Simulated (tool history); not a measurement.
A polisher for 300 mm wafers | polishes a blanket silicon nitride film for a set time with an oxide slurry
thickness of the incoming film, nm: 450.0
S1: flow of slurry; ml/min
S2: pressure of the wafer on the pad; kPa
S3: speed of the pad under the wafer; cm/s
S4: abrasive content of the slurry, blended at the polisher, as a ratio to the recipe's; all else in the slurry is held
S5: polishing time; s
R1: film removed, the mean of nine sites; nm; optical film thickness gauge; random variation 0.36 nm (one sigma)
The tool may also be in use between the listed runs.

run 1 hour=0.0 | S1=315 S2=23.4 S3=126 S4=1.00 S5=61 | R1=39.017
run 2 hour=3.6 | S1=315 S2=17.9 S3=126 S4=1.00 S5=61 | R1=30.460
run 3 hour=7.9 | S1=315 S2=18.6 S3=126 S4=1.00 S5=61 | R1=31.424
run 4 hour=13.1 | S1=315 S2=19.3 S3=126 S4=1.00 S5=61 | R1=32.700
-- hour=17.6 head pressure recalibrated
run 5 hour=17.6 | S1=315 S2=19.3 S3=126 S4=0.85 S5=61 | R1=28.723
run 6 hour=20.5 | S1=315 S2=19.3 S3=126 S4=0.70 S5=61 | R1=26.633
run 7 hour=24.5 | S1=315 S2=20.7 S3=126 S4=0.70 S5=61 | R1=28.858
run 8 hour=26.3 | S1=315 S2=22.1 S3=126 S4=0.70 S5=61 | R1=30.504
run 9 hour=31.5 | S1=315 S2=22.8 S3=126 S4=0.70 S5=61 | R1=32.146

The next listed run, before its measurement:
run 10 hour=36.2 | S1=315 S2=23.4 S3=126 S4=0.70 S5=61 | R1=?

R1: 32.260 nm
